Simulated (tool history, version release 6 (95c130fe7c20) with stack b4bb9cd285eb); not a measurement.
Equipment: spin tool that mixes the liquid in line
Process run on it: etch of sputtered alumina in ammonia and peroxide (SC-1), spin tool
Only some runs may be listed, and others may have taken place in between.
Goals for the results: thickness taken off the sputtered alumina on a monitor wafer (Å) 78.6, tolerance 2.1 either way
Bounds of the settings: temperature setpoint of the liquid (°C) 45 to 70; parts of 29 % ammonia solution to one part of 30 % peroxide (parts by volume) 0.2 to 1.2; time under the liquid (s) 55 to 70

run,hour,temperature setpoint of the liquid (°C),parts of 29 % ammonia solution to one part of 30 % peroxide (parts by volume),time under the liquid (s),thickness taken off the sputtered alumina on a monitor wafer (Å)
1,0,61,0.7,70,48.608
2,3.3,57.5,0.7,70,41.212
3,6.4,62,0.8,70,52.74
4,14.3,64.5,0.8,70,59.247
5,21.9,66.5,0.8,70,65.33
6,28.8,67.5,0.8,70,69.04
7,36.1,68.5,0.8,70,71.14
8,42.4,69,0.85,70,74.125
9,50.5,69.5,0.85,70,75.497
10,52.2,69.5,0.9,70,76.624

Which of these 4 next moves meets every target?
A,53.9,69,0.85,70,?
B,53.9,68,1.2,70,?
C,53.9,70,1,65,?
D,53.9,70,0.95,70,?

move,thickness taken off the sputtered alumina on a monitor wafer (Å)
A,74
B,72.827
C,73.212
D,78.465
A: the biggest miss grows against the last run
B: the biggest miss grows against the last run
C: the biggest miss grows against the last run
D: every result lands within tolerance
D meets every target.
